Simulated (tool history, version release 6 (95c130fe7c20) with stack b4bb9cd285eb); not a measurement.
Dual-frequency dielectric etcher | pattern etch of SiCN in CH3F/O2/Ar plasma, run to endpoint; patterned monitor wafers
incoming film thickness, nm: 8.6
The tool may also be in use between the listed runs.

Run 1, hour 0: source power (kW) 0.37, bias power (kW) 0.104. Result: endpoint time (s) 20.331.
Run 2, hour 1.9: source power (kW) 0.43, bias power (kW) 0.104. Result: endpoint time (s) 19.291.
Run 3, hour 3.3: source power (kW) 0.37, bias power (kW) 0.091. Result: endpoint time (s) 21.468.
Run 4, hour 5.5: source power (kW) 0.33, bias power (kW) 0.083. Result: endpoint time (s) 23.504.
Run 5, hour 10.8: source power (kW) 0.33, bias power (kW) 0.094. Result: endpoint time (s) 22.233.
Run 6, hour 13: source power (kW) 0.3, bias power (kW) 0.088. Result: endpoint time (s) 23.41.
At hour 20.9: bias power generator calibrated.
Run 7, hour 20.9: source power (kW) 0.28, bias power (kW) 0.083. Result: endpoint time (s) 25.258.
Run 8, hour 25.5: source power (kW) 0.27, bias power (kW) 0.083. Result: endpoint time (s) 25.389.

Run 9 comes next. What will it give?
Run 9, hour 32: source power (kW) 0.26, bias power (kW) 0.083. Result: endpoint time (s) ?.

Run 9 gave endpoint time (s) 25.694.

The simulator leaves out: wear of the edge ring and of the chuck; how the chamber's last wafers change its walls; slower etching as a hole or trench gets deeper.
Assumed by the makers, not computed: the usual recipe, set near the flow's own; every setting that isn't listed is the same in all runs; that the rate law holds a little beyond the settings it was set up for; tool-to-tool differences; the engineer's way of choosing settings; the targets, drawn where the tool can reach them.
